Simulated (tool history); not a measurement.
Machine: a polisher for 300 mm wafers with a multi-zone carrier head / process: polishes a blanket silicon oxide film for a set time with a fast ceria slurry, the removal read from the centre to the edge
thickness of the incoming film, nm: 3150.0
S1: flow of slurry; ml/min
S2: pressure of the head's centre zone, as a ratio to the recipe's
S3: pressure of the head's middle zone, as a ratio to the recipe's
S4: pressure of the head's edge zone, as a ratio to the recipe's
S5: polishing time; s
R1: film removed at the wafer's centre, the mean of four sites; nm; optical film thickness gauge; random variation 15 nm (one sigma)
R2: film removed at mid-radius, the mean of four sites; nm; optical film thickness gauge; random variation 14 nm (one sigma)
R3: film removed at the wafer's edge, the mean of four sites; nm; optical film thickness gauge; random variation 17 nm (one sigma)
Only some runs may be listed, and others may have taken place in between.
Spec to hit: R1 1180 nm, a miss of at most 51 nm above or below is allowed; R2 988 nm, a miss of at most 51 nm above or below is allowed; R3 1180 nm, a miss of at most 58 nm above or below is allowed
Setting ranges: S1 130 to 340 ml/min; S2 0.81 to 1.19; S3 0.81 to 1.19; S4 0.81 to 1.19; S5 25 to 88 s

{"run": 1, "hour": 0.0, "S1": 220, "S2": 1, "S3": 1, "S4": 1, "S5": 56, "R1": 886.58, "R2": 858.58, "R3": 891.32}
{"run": 2, "hour": 8.6, "S1": 220, "S2": 1, "S3": 0.97, "S4": 1, "S5": 56, "R1": 865.65, "R2": 820.94, "R3": 893.44}
{"run": 3, "hour": 17.4, "S1": 220, "S2": 1, "S3": 0.97, "S4": 1, "S5": 67, "R1": 1060.2, "R2": 1013.5, "R3": 1100.9}
{"run": 4, "hour": 19.4, "S1": 220, "S2": 1.05, "S3": 0.97, "S4": 1, "S5": 67, "R1": 1110.4, "R2": 970.87, "R3": 1067.6}
{"run": 5, "hour": 25.9, "S1": 220, "S2": 1.05, "S3": 0.9, "S4": 1, "S5": 67, "R1": 1114.7, "R2": 903.88, "R3": 1087.5}
{"run": 6, "hour": 32.9, "S1": 220, "S2": 1.05, "S3": 0.99, "S4": 1, "S5": 67, "R1": 1111.4, "R2": 1028.7, "R3": 1075.6}
{"run": 7, "hour": 35.0, "S1": 220, "S2": 1.05, "S3": 0.97, "S4": 1.02, "S5": 68, "R1": 1127.7, "R2": 1013.1, "R3": 1097.3}
{"run": 8, "hour": 37.2, "S1": 220, "S2": 1.05, "S3": 0.95, "S4": 1.02, "S5": 69, "R1": 1150.8, "R2": 1034.2, "R3": 1098.3}
{"run": 9, "hour": 37.8, "S1": 220, "S2": 1.04, "S3": 0.94, "S4": 1.01, "S5": 70, "R1": 1131.5, "R2": 984.41, "R3": 1114.5}

Which one of the following 4 next-run settings gets every result inside its allowed miss? There is exactly one.
{"run": "A", "hour": 38.4, "S1": 265, "S2": 1.13, "S3": 0.93, "S4": 1.03, "S5": 66, "R1": "?", "R2": "?", "R3": "?"}
{"run": "B", "hour": 38.4, "S1": 220, "S2": 0.9, "S3": 0.85, "S4": 0.91, "S5": 72, "R1": "?", "R2": "?", "R3": "?"}
{"run": "C", "hour": 38.4, "S1": 155, "S2": 1.05, "S3": 0.88, "S4": 1.05, "S5": 73, "R1": "?", "R2": "?", "R3": "?"}
{"run": "D", "hour": 38.4, "S1": 250, "S2": 1.18, "S3": 0.98, "S4": 0.99, "S5": 64, "R1": "?", "R2": "?", "R3": "?"}

move=A R1=1187 R2=953.2 R3=1096.9
move=B R1=1011.5 R2=951.87 R3=1119
move=C R1=1157.5 R2=962 R3=1184
move=D R1=1196.4 R2=961.05 R3=1039.8
A: moves away from the targets compared with the last run
B: moves away from the targets compared with the last run
C: in spec on every target
D: moves away from the targets compared with the last run
C meets every target.

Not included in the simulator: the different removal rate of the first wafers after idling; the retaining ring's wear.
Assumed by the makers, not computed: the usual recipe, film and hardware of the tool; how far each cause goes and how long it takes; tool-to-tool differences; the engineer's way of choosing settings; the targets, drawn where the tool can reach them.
